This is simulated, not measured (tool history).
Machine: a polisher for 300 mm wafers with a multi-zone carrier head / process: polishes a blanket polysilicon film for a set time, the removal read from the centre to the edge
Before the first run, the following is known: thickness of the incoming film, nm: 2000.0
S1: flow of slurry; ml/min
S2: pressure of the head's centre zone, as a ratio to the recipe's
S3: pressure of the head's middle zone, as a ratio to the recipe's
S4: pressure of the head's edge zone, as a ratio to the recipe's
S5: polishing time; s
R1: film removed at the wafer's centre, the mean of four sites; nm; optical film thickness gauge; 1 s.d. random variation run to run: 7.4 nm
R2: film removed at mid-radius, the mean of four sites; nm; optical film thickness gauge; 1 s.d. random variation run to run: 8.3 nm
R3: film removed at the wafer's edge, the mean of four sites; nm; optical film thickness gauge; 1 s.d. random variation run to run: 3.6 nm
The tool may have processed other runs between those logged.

run,hour,S1,S2,S3,S4,S5,R1,R2,R3
1,0.0,220,1.00,1.00,1.00,63,599.10,711.15,695.51
2,1.8,220,1.07,1.00,1.00,63,650.28,724.89,689.00
3,2.8,220,1.07,1.00,1.00,76,777.01,860.53,838.74
4,6.2,215,1.06,0.99,0.98,72,737.44,802.96,781.88
# hour 15.0: centre zone pressure recalibrated
5,15.0,255,1.06,0.99,0.98,72,872.00,820.23,800.32
6,17.5,255,1.06,0.99,0.91,72,846.96,814.04,774.66
7,19.3,240,1.06,0.98,0.90,69,807.08,791.96,726.71
8,24.9,230,1.04,0.96,0.90,67,766.75,721.65,703.15

Expected results for the next run?
9,28.9,215,1.03,0.96,0.89,65,?,?,?

R1: 720.80 nm
R2: 685.21 nm
R3: 675.85 nm
